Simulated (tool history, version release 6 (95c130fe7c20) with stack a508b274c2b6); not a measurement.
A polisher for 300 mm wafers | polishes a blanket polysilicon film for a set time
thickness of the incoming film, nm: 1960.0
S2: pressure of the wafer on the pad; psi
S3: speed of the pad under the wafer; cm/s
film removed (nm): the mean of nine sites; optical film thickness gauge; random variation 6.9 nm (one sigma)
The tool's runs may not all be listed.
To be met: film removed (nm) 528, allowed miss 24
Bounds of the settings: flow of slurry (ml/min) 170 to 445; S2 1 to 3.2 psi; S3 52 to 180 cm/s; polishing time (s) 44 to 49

{"run": 1, "hour": 0.0, "flow of slurry (ml/min)": 285, "S2": 2.1, "S3": 116, "polishing time (s)": 49, "film removed (nm)": 356.21}
{"run": 2, "hour": 8.9, "flow of slurry (ml/min)": 285, "S2": 2.2, "S3": 116, "polishing time (s)": 49, "film removed (nm)": 370.09}
{"run": 3, "hour": 14.5, "flow of slurry (ml/min)": 285, "S2": 2.3, "S3": 116, "polishing time (s)": 49, "film removed (nm)": 387.62}
{"run": 4, "hour": 16.8, "flow of slurry (ml/min)": 285, "S2": 1.9, "S3": 116, "polishing time (s)": 49, "film removed (nm)": 324.34}
{"run": 5, "hour": 18.9, "flow of slurry (ml/min)": 315, "S2": 1.9, "S3": 116, "polishing time (s)": 49, "film removed (nm)": 328.18}
{"run": 6, "hour": 23.2, "flow of slurry (ml/min)": 315, "S2": 2.1, "S3": 116, "polishing time (s)": 49, "film removed (nm)": 361.03}
{"run": 7, "hour": 32.0, "flow of slurry (ml/min)": 315, "S2": 2.2, "S3": 116, "polishing time (s)": 49, "film removed (nm)": 379.5}
{"run": 8, "hour": 34.4, "flow of slurry (ml/min)": 320, "S2": 2.3, "S3": 116, "polishing time (s)": 49, "film removed (nm)": 394.39}
{"run": 9, "hour": 38.1, "flow of slurry (ml/min)": 320, "S2": 2.4, "S3": 116, "polishing time (s)": 49, "film removed (nm)": 418.11}
{"run": 10, "hour": 43.8, "flow of slurry (ml/min)": 320, "S2": 2.5, "S3": 116, "polishing time (s)": 49, "film removed (nm)": 430.63}
{"run": 11, "hour": 49.7, "flow of slurry (ml/min)": 320, "S2": 2.6, "S3": 116, "polishing time (s)": 49, "film removed (nm)": 442.15}
{"run": 12, "hour": 53.4, "flow of slurry (ml/min)": 320, "S2": 2.7, "S3": 116, "polishing time (s)": 49, "film removed (nm)": 466.12}
{"run": 13, "hour": 54.7, "flow of slurry (ml/min)": 320, "S2": 2.9, "S3": 116, "polishing time (s)": 49, "film removed (nm)": 477.56}
{"run": 14, "hour": 58.9, "flow of slurry (ml/min)": 325, "S2": 2.9, "S3": 116, "polishing time (s)": 49, "film removed (nm)": 486.77}

4 next moves are on the table. One of them brings every result within its allowed miss. Which?
{"run": "A", "hour": 63.1, "flow of slurry (ml/min)": 245, "S2": 3, "S3": 134, "polishing time (s)": 49, "film removed (nm)": "?"}
{"run": "B", "hour": 63.1, "flow of slurry (ml/min)": 385, "S2": 2.9, "S3": 118, "polishing time (s)": 44, "film removed (nm)": "?"}
{"run": "C", "hour": 63.1, "flow of slurry (ml/min)": 375, "S2": 2.8, "S3": 126, "polishing time (s)": 49, "film removed (nm)": "?"}
{"run": "D", "hour": 63.1, "flow of slurry (ml/min)": 330, "S2": 2.9, "S3": 106, "polishing time (s)": 47, "film removed (nm)": "?"}

move=A film_removed_(nm)=575.66
move=B film_removed_(nm)=461.53
move=C film_removed_(nm)=528.28
move=D film_removed_(nm)=438.88
A: takes the result that was furthest off past its target
B: further off than the last run
C: meets every target
D: further off than the last run
Answer: C

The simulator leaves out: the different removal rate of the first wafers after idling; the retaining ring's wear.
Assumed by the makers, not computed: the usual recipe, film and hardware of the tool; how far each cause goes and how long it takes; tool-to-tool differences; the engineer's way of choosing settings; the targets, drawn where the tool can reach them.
